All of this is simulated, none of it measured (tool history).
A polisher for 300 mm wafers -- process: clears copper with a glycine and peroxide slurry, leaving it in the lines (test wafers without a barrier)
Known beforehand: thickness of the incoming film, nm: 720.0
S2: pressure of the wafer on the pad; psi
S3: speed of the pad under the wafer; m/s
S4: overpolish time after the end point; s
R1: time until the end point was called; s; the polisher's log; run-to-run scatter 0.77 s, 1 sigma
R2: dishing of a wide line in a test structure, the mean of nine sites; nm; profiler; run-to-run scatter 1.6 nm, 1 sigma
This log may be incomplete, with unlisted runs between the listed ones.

{"run": 1, "hour": 0.0, "flow of slurry (ml/min)": 125, "S2": 3.1, "S3": 1.04, "S4": 22, "R1": 99.1, "R2": 100.79}
{"run": 2, "hour": 0.9, "flow of slurry (ml/min)": 120, "S2": 3.2, "S3": 1.22, "S4": 17, "R1": 85.98, "R2": 92.761}
{"run": 3, "hour": 4.8, "flow of slurry (ml/min)": 120, "S2": 3.2, "S3": 1, "S4": 17, "R1": 101.08, "R2": 83.889}
{"run": 4, "hour": 13.3, "flow of slurry (ml/min)": 120, "S2": 3.2, "S3": 1.2, "S4": 17, "R1": 86.964, "R2": 92.336}
{"run": 5, "hour": 20.9, "flow of slurry (ml/min)": 120, "S2": 3.2, "S3": 1.2, "S4": 8, "R1": 87.318, "R2": 49.923}
{"run": 6, "hour": 23.7, "flow of slurry (ml/min)": 120, "S2": 3.7, "S3": 1.2, "S4": 8, "R1": 77.939, "R2": 58.695}
{"run": 7, "hour": 24.6, "flow of slurry (ml/min)": 140, "S2": 3.8, "S3": 1.26, "S4": 8, "R1": 72.486, "R2": 57.533}

Run 8 has not been measured yet. What should we expect?
{"run": 8, "hour": 29.2, "flow of slurry (ml/min)": 140, "S2": 4.1, "S3": 1.28, "S4": 8, "R1": "?", "R2": "?"}

R1: 65.319 s
R2: 64.822 nm
